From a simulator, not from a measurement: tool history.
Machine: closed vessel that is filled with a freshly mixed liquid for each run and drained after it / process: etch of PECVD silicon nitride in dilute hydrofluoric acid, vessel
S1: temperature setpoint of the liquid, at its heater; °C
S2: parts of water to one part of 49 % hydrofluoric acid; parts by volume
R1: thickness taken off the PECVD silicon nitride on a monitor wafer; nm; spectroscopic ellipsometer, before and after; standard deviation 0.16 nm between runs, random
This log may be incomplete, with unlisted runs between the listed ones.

Run 1, hour 0: S1 23 °C, S2 165 parts by volume, time in the liquid (s) 2760. Result: R1 35.517 nm.
Run 2, hour 0.9: S1 23 °C, S2 165 parts by volume, time in the liquid (s) 2760. Result: R1 35.606 nm.
Run 3, hour 2.9: S1 22 °C, S2 165 parts by volume, time in the liquid (s) 2760. Result: R1 33.258 nm.
Run 4, hour 8.7: S1 21 °C, S2 165 parts by volume, time in the liquid (s) 2760. Result: R1 31.408 nm.
Run 5, hour 14: S1 20 °C, S2 165 parts by volume, time in the liquid (s) 2760. Result: R1 29.138 nm.
Run 6, hour 18.4: S1 19.5 °C, S2 165 parts by volume, time in the liquid (s) 2760. Result: R1 28.467 nm.

For run 7, what comes out?
Run 7, hour 19.1: S1 19 °C, S2 165 parts by volume, time in the liquid (s) 2760. Result: R1 ?.

{"run 7": {"R1": 27.093}}

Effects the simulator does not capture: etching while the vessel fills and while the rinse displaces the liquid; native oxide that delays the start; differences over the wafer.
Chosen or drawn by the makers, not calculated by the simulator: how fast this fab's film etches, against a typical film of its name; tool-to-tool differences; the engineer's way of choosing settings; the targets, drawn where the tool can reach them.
